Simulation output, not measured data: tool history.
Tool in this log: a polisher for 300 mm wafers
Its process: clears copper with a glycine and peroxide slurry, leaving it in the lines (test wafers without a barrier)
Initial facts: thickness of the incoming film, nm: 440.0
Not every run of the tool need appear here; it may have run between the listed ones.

run	day	flow of slurry (ml/min)	pressure of the wafer on the pad (kPa)	speed of the pad under the wafer (cm/s)	overpolish time after the end point (s)	time until the end point was called (s)	dishing of a wide line in a test structure (angstrom)
1	0.000	320	17.9	114	24	95.474	728.61
2	0.233	320	18.6	114	26	94.023	783.98
3	0.546	320	19.3	114	28	92.719	832.64
4	0.904	320	19.3	94	28	108.210	755.19
5	1.225	320	19.3	94	33	108.740	843.75
6	1.588	320	19.3	94	42	108.010	970.75
7	1.650	320	20.7	96	39	102.940	964.40
8	1.738	320	22.1	98	37	97.917	963.68

Forecast run 9:
9	1.900	320	23.4	100	36	?	?

time until the end point was called (s): 90.549
dishing of a wide line in a test structure (angstrom): 974.27
